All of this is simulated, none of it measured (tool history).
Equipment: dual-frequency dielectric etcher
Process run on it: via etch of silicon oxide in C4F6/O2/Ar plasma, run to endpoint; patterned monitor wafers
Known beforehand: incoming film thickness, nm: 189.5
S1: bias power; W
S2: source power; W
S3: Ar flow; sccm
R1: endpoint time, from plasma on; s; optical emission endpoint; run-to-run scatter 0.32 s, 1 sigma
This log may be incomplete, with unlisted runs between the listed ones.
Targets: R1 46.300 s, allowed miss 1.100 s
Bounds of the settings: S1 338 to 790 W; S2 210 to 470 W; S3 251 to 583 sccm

run	hour	S1	S2	S3	R1
1	0.0	564	340	417	41.335
2	6.3	564	340	344	40.417
3	7.0	564	380	344	38.485
4	8.0	564	380	411	39.201
5	14.0	564	380	346	39.170
6	22.1	545	380	347	38.952
7	23.4	530	370	350	39.857
8	29.3	515	360	352	40.439
# hour 32.8: bias power generator calibrated
9	32.8	503	350	355	41.611
10	33.8	490	350	356	41.468
11	41.3	480	340	358	42.587

Which one of the following 5 next-run settings gets every result inside its allowed miss? There is exactly one.
A	48.8	338	300	426	?
B	48.8	619	410	334	?
C	48.8	472	380	428	?
D	48.8	413	300	349	?
E	48.8	338	310	461	?

move	R1
A	48.753
B	36.921
C	41.368
D	46.149
E	48.411
A: pushes the last run's worst result past its target
B: its largest miss is bigger than the last run's
C: its largest miss is bigger than the last run's
D: each result inside its tolerance
E: pushes the last run's worst result past its target
Correct choice: D, which meets every target
